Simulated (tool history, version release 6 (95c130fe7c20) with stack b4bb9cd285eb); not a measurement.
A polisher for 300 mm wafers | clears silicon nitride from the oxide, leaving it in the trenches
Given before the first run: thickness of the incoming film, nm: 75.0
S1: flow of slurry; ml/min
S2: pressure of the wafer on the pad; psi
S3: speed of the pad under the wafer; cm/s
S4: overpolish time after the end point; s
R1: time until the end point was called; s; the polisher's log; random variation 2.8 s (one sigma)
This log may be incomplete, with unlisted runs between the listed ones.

Run 1, hour 0.0: S1 235 ml/min, S2 1.7 psi, S3 98 cm/s, S4 35 s. Result: R1 142.96 s.
Run 2, hour 3.7: S1 235 ml/min, S2 1.7 psi, S3 110 cm/s, S4 35 s. Result: R1 124.19 s.
Run 3, hour 9.9: S1 235 ml/min, S2 1.7 psi, S3 92 cm/s, S4 35 s. Result: R1 149.12 s.
Run 4, hour 14.8: S1 235 ml/min, S2 1.5 psi, S3 92 cm/s, S4 35 s. Result: R1 167.90 s.
Run 5, hour 21.7: S1 235 ml/min, S2 1.4 psi, S3 90 cm/s, S4 35 s. Result: R1 179.88 s.
Run 6, hour 29.6: S1 235 ml/min, S2 1.4 psi, S3 108 cm/s, S4 35 s. Result: R1 155.16 s.
Run 7, hour 32.7: S1 235 ml/min, S2 1.3 psi, S3 104 cm/s, S4 35 s. Result: R1 166.59 s.
Run 8, hour 34.2: S1 235 ml/min, S2 1.2 psi, S3 100 cm/s, S4 35 s. Result: R1 185.62 s.
Run 9, hour 39.5: S1 235 ml/min, S2 1.1 psi, S3 98 cm/s, S4 35 s. Result: R1 204.85 s.
Run 10, hour 44.1: S1 235 ml/min, S2 1.0 psi, S3 96 cm/s, S4 35 s. Result: R1 232.35 s.
Run 11, hour 53.0: S1 235 ml/min, S2 0.9 psi, S3 96 cm/s, S4 35 s. Result: R1 255.11 s.
Run 12, hour 59.6: S1 235 ml/min, S2 0.8 psi, S3 96 cm/s, S4 35 s. Result: R1 280.34 s.
Run 13, hour 62.4: S1 235 ml/min, S2 0.9 psi, S3 96 cm/s, S4 35 s. Result: R1 250.77 s.

Expected results for the next run?
Run 14, hour 70.8: S1 235 ml/min, S2 0.9 psi, S3 96 cm/s, S4 35 s. Result: R1 ?.

R1: 254.44 s

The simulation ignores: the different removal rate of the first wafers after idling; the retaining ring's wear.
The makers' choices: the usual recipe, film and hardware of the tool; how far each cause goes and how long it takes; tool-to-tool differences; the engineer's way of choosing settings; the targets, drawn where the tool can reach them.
